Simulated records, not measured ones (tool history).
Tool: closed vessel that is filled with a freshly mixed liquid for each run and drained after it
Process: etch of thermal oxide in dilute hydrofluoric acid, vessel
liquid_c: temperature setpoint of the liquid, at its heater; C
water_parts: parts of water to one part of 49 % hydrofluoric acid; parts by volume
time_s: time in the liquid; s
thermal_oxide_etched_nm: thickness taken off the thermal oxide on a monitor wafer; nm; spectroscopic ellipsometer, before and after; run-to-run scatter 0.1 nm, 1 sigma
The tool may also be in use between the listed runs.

run,hour,liquid_c,water_parts,time_s,thermal_oxide_etched_nm
1,0.0,23.0,65,130,10.802
2,7.2,24.5,60,130,12.596
3,8.4,27.5,60,130,14.197
4,12.8,28.0,55,130,15.956
5,15.5,28.5,50,130,18.211
6,17.8,29.0,50,130,18.433
7,26.4,29.5,50,130,18.732

Predict the results of run 8:
# hour 32.4: thermometer replaced
8,32.4,30.0,50,130,?

{"run 8": {"thermal_oxide_etched_nm": 18.115}}

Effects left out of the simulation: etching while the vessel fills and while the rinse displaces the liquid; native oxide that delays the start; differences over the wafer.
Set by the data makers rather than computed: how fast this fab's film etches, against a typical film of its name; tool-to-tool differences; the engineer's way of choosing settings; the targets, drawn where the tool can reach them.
